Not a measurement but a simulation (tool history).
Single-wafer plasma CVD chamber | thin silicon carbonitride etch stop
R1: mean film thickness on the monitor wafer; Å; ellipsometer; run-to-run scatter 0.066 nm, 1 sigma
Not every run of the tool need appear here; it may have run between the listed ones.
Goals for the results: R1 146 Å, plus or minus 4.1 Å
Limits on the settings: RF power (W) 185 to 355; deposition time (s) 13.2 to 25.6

run 1 hour=0 | RF_power_(W)=270 deposition_time_(s)=19.4 | R1=117.96
run 2 hour=1.1 | RF_power_(W)=280 deposition_time_(s)=20.4 | R1=125.61
run 3 hour=4.8 | RF_power_(W)=280 deposition_time_(s)=18.9 | R1=115.88
run 4 hour=11.6 | RF_power_(W)=280 deposition_time_(s)=21.3 | R1=130.39
run 5 hour=19.4 | RF_power_(W)=245 deposition_time_(s)=21.3 | R1=122.52
-- hour=24.9 thermocouple changed; heater temperature recalibrated
run 6 hour=24.9 | RF_power_(W)=265 deposition_time_(s)=21.6 | R1=129.06
run 7 hour=32.8 | RF_power_(W)=280 deposition_time_(s)=21.9 | R1=134.08
run 8 hour=37 | RF_power_(W)=290 deposition_time_(s)=22.1 | R1=137.8
run 9 hour=41.9 | RF_power_(W)=295 deposition_time_(s)=22.2 | R1=140.47
run 10 hour=47.2 | RF_power_(W)=300 deposition_time_(s)=22.3 | R1=141.04

Which of these 5 next moves meets every target?
run A hour=52.5 | RF_power_(W)=295 deposition_time_(s)=21.8 | R1=?
run B hour=52.5 | RF_power_(W)=275 deposition_time_(s)=22.2 | R1=?
run C hour=52.5 | RF_power_(W)=295 deposition_time_(s)=21.2 | R1=?
run D hour=52.5 | RF_power_(W)=285 deposition_time_(s)=23.7 | R1=?
run E hour=52.5 | RF_power_(W)=305 deposition_time_(s)=21.6 | R1=?

move=A R1=136.51
move=B R1=134.8
move=C R1=132.76
move=D R1=146.2
move=E R1=137.21
A: further off than the last run
B: further off than the last run
C: further off than the last run
D: meets every target
E: further off than the last run
Move D is the one to make.
